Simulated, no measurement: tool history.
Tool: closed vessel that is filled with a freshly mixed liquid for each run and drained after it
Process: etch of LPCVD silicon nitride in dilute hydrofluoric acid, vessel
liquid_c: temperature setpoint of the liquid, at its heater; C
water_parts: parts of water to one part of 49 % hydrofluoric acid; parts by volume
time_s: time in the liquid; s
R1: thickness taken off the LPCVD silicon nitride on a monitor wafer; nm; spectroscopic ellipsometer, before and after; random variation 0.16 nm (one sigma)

{"run": 1, "day": 0.0, "liquid_c": 24, "water_parts": 45, "time_s": 2745, "R1": 30.233}
{"run": 2, "day": 0.062, "liquid_c": 24, "water_parts": 30, "time_s": 2745, "R1": 45.189}
{"run": 3, "day": 0.238, "liquid_c": 22.5, "water_parts": 35, "time_s": 2745, "R1": 35.769}
{"run": 4, "day": 0.392, "liquid_c": 26, "water_parts": 35, "time_s": 2745, "R1": 44.511}
{"run": 5, "day": 0.504, "liquid_c": 24, "water_parts": 40, "time_s": 2745, "R1": 33.843}
{"run": 6, "day": 0.767, "liquid_c": 24, "water_parts": 25, "time_s": 2745, "R1": 53.695}
{"run": 7, "day": 1.017, "liquid_c": 22.5, "water_parts": 30, "time_s": 2745, "R1": 41.683}
{"run": 8, "day": 1.167, "liquid_c": 21, "water_parts": 35, "time_s": 2745, "R1": 31.531}
{"run": 9, "day": 1.317, "liquid_c": 20, "water_parts": 40, "time_s": 2745, "R1": 26.184}
{"run": 10, "day": 1.683, "liquid_c": 19.5, "water_parts": 40, "time_s": 2745, "R1": 25.175}
{"run": 11, "day": 1.942, "liquid_c": 19, "water_parts": 40, "time_s": 2745, "R1": 24.886}
{"run": 12, "day": 2.167, "liquid_c": 19, "water_parts": 40, "time_s": 2745, "R1": 23.897}

The next listed run, before its measurement:
{"run": 13, "day": 2.333, "liquid_c": 18.5, "water_parts": 40, "time_s": 2745, "R1": "?"}

R1: 23.432 nm

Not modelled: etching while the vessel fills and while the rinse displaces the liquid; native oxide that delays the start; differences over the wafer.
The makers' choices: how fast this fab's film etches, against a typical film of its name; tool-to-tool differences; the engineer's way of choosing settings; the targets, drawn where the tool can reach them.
